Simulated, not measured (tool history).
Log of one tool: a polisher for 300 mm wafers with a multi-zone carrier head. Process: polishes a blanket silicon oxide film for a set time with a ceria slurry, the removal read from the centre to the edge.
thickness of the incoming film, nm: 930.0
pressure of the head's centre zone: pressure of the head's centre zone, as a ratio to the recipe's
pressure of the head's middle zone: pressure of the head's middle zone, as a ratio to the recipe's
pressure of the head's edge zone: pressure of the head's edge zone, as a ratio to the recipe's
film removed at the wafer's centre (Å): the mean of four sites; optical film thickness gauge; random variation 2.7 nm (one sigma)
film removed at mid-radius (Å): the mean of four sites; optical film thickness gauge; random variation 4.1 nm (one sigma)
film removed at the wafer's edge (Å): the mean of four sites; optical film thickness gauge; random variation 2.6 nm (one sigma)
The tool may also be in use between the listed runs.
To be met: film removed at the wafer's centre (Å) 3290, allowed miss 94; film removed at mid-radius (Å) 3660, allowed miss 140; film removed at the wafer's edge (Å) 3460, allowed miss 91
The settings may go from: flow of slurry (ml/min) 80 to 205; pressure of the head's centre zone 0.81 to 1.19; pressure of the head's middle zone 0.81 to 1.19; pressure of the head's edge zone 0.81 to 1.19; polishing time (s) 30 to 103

run,hour,flow of slurry (ml/min),pressure of the head's centre zone,pressure of the head's middle zone,pressure of the head's edge zone,polishing time (s),film removed at the wafer's centre (Å),film removed at mid-radius (Å),film removed at the wafer's edge (Å)
1,0,135,1,1,1,66,2944.6,3049.6,2875.7
2,4.4,145,1,1.02,1.04,67,3024.1,3150.3,2994.3
3,7,155,0.99,1.04,1.07,68,3110.4,3263.7,3117
4,12.7,155,0.99,1.12,1.07,68,3100.7,3469.8,3125.6
5,16.4,165,0.99,1.12,1.1,68,3176.2,3501.2,3220.2
6,19.7,170,0.98,1.12,1.12,68,3144.6,3458.8,3249.7
7,28.2,175,0.98,1.13,1.13,68,3132.8,3527,3243.5
8,31.1,175,0.98,1.13,1.14,69,3238.2,3599,3350.4
9,33.5,175,0.98,1.13,1.15,69,3224.1,3603.7,3272.5

Which of these 5 next moves meets every target?
A,35.9,190,0.84,1,1.18,72,?,?,?
B,35.9,170,1.02,1.15,1.19,64,?,?,?
C,35.9,165,0.99,1.15,1.14,68,?,?,?
D,35.9,140,1.02,1.19,1.13,68,?,?,?
E,35.9,100,1.05,1.18,1.19,78,?,?,?

move,film removed at the wafer's centre (Å),film removed at mid-radius (Å),film removed at the wafer's edge (Å)
A,2954.2,3511.7,3555.9
B,3032.6,3412.8,3124.1
C,3122,3607.3,3243.3
D,3085.7,3584.6,3152.7
E,3268.9,3726.7,3474.6
A: takes the result that was furthest off past its target
B: further off than the last run
C: further off than the last run
D: further off than the last run
E: meets every target
Move E is the one to make.
